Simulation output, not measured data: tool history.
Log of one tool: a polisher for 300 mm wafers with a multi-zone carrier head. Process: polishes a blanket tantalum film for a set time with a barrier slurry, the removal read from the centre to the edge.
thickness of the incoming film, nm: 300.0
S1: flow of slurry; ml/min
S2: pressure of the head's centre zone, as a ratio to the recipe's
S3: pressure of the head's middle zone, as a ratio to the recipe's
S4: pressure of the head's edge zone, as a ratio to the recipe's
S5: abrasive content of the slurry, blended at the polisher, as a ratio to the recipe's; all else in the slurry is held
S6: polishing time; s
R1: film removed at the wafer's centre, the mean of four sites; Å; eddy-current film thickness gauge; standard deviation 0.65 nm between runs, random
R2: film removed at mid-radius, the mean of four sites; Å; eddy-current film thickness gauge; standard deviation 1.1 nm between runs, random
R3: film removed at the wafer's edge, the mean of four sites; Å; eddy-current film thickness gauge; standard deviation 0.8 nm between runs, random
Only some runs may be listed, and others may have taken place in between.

run  hour   S1  S2    S3    S4    S5  S6      R1      R2      R3
  1     0  220   1     1     1     1  51  663.69  659.19  665.22
  2   2.8  225   1     1  1.03  1.05  51  676.45  670.86  676.97
  3   4.5  200   1     1  1.03  1.05  51  652.35   663.4  667.09
  4  11.5  170   1     1  1.03  1.05  51  634.82  623.19  652.29
  5  14.2  170   1  1.04  1.03  1.05  51  633.58  658.65  655.94
  6  21.1  170   1  1.04  0.95  1.05  51  643.97  647.56  621.32
  7    25  185   1  1.03  0.99   1.1  51  659.47  663.01  656.91
  8  33.4  195   1  1.02  1.02  1.15  51  669.28  681.52  673.49

Run 9 comes next. What will it give?
  9  42.2  200   1  1.01  1.05  1.15  51   ?   ?   ?

{"run 9": {"R1": 680.06, "R2": 666.5, "R3": 709.03}}

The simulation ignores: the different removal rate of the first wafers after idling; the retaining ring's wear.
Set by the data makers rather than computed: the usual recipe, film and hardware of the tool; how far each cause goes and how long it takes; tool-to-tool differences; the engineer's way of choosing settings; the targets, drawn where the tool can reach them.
